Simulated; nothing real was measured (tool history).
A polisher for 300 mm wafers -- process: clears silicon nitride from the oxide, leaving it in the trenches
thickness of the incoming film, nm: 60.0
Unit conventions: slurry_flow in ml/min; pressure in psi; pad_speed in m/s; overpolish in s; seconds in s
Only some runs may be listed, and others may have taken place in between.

run    day  slurry_flow  pressure  pad_speed  overpolish  seconds
  1      0          225       3.2       0.76           8   64.604
  2    0.3          225       3.2       0.62           8    74.67
  3  0.554          230       3.7       0.66           8   63.438
  4    0.8          235       4.1       0.72           8   53.058
  5  1.154          240       4.4       0.76           8   47.584
  6  1.504          240       4.6        0.8           8    43.74
  7  1.762          245       4.7       0.84           8   41.001
  8  1.804          245       4.7       0.84           8   41.016
  9  2.067          245       4.8       0.86           8   39.623
 10  2.325          245       4.9       0.88           8   38.158
 11    2.5          250       4.9        0.9           8   37.001

Predict the results of run 12:
 12  2.862          250       4.9        0.9           8        ?

{"run 12": {"seconds": 37.15}}
